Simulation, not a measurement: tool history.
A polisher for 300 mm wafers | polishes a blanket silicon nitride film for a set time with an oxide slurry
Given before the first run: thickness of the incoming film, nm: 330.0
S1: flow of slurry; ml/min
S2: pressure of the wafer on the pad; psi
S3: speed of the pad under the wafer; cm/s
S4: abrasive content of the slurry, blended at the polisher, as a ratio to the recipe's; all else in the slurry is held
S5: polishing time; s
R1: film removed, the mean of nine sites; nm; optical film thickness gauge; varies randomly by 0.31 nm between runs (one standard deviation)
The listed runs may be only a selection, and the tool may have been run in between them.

run  hour   S1   S2   S3    S4  S5      R1
  1     0  235    3  120     1  94  47.826
  2   6.4  235    3  120     1  99  51.178
  3    11  235    3  146     1  99  58.377
  4  17.8  235    3  160     1  99  62.687
  5  20.4  235  2.6  136  0.95  98  45.834
  6  29.4  235  2.6  136  0.95  99  46.708
  7  30.6  235  2.3  122   0.9  99  36.445
  8    32  235    2  116   0.9  99  30.693
  9  36.7  235  1.8  112   0.9  99  27.036

Run 10 has not been measured yet. What should we expect?
 10    42  235  1.7  112  0.9  99   ?

R1: 24.815 nm
